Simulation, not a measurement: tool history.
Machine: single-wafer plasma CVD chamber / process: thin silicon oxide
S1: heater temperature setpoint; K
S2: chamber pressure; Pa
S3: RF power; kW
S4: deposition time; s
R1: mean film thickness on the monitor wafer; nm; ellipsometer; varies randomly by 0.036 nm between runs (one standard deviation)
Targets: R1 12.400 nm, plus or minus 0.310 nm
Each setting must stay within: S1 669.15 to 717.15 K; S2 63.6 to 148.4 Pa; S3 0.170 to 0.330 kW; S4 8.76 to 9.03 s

run 1 hour=0.0 | S1=693.15 S2=106.0 S3=0.250 S4=8.76 | R1=14.728
run 2 hour=1.2 | S1=693.15 S2=106.0 S3=0.265 S4=8.76 | R1=15.148
run 3 hour=9.6 | S1=693.15 S2=106.0 S3=0.230 S4=8.76 | R1=14.197
run 4 hour=16.1 | S1=701.15 S2=106.0 S3=0.230 S4=8.76 | R1=14.170
-- hour=18.6 thermocouple changed; heater temperature recalibrated
run 5 hour=18.6 | S1=697.15 S2=106.0 S3=0.230 S4=8.76 | R1=14.173
run 6 hour=27.2 | S1=703.15 S2=106.0 S3=0.230 S4=8.76 | R1=14.115
run 7 hour=31.4 | S1=703.15 S2=104.0 S3=0.230 S4=8.76 | R1=13.792
run 8 hour=37.4 | S1=703.15 S2=102.5 S3=0.230 S4=8.76 | R1=13.682
run 9 hour=46.2 | S1=703.15 S2=89.6 S3=0.225 S4=8.76 | R1=11.745
run 10 hour=51.2 | S1=703.15 S2=90.3 S3=0.225 S4=8.76 | R1=11.853
run 11 hour=59.0 | S1=703.15 S2=90.8 S3=0.225 S4=8.76 | R1=11.958

Which one of the following 5 next-run settings gets every result inside its allowed miss? There is exactly one.
run A hour=66.8 | S1=695.15 S2=94.1 S3=0.190 S4=8.76 | R1=?
run B hour=66.8 | S1=714.15 S2=92.9 S3=0.195 S4=8.98 | R1=?
run C hour=66.8 | S1=688.15 S2=88.5 S3=0.245 S4=8.99 | R1=?
run D hour=66.8 | S1=684.15 S2=84.8 S3=0.230 S4=9.03 | R1=?
run E hour=66.8 | S1=701.15 S2=81.3 S3=0.260 S4=9.03 | R1=?

move=A R1=11.553
move=B R1=11.698
move=C R1=12.526
move=D R1=11.710
move=E R1=11.691
A: lands further from the targets than the last run did
B: lands further from the targets than the last run did
C: hits every target within its allowed miss
D: lands further from the targets than the last run did
E: lands further from the targets than the last run did
C meets every target.
